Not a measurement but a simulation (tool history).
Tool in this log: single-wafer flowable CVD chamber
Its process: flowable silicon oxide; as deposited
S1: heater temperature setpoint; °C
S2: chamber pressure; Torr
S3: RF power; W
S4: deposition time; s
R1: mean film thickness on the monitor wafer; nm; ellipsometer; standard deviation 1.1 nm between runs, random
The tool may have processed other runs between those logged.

run  hour   S1     S2    S3   S4      R1
  1     0   95  0.759  2415  256   167.2
  2   2.2  104  0.759  2415  256  127.77
  3   8.8  101  0.759  2415  256  140.51
  4  14.3   98  0.759  2415  256  152.13
  5  22.2   98  0.759  2415  243  145.78
  6  28.4   93  0.759  2415  243   167.1
  7  29.1   92  0.759  2415  243  174.33
  8  30.7   91  0.759  2415  243  176.97

Predict the results of run 9:
  9  31.5  90  0.759  2415  243   ?

{"run 9": {"R1": 184.62}}
